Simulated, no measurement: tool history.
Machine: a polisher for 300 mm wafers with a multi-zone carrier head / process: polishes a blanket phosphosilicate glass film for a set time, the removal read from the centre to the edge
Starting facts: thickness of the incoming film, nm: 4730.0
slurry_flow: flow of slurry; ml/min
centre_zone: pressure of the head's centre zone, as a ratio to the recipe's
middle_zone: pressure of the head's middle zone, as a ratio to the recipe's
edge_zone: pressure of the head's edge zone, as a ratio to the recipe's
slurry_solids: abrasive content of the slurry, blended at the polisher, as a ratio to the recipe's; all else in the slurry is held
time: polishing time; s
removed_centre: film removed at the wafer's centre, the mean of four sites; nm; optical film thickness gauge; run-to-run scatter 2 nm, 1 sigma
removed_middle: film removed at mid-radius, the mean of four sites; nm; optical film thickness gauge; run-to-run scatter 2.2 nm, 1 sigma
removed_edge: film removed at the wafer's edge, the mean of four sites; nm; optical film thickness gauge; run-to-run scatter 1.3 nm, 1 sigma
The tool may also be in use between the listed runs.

run,hour,slurry_flow,centre_zone,middle_zone,edge_zone,slurry_solids,time,removed_centre,removed_middle,removed_edge
1,0,135,1,1,1,1,36,258.54,258.21,263.24
2,4.7,135,1,0.94,1,1,36,255.66,240.32,257.04
3,13.4,135,1,0.94,1,1.1,36,265.81,261.68,270.39
4,16.9,140,1.01,0.98,0.97,1.05,33,245.2,237.41,238.9
5,25.2,145,1.01,1.01,0.95,1,31,224.47,225.57,221.39
6,34.2,150,1.03,1.04,0.93,0.95,29,212.12,205.47,199.51
7,35.3,155,1.03,1.06,0.91,0.9,28,199.97,200.23,188.57

Forecast run 8:
8,40.9,160,1.04,1.08,0.9,0.85,27,?,?,?

Run 8 came out at removed_centre 192.01 nm, removed_middle 191 nm, removed_edge 172.71 nm.

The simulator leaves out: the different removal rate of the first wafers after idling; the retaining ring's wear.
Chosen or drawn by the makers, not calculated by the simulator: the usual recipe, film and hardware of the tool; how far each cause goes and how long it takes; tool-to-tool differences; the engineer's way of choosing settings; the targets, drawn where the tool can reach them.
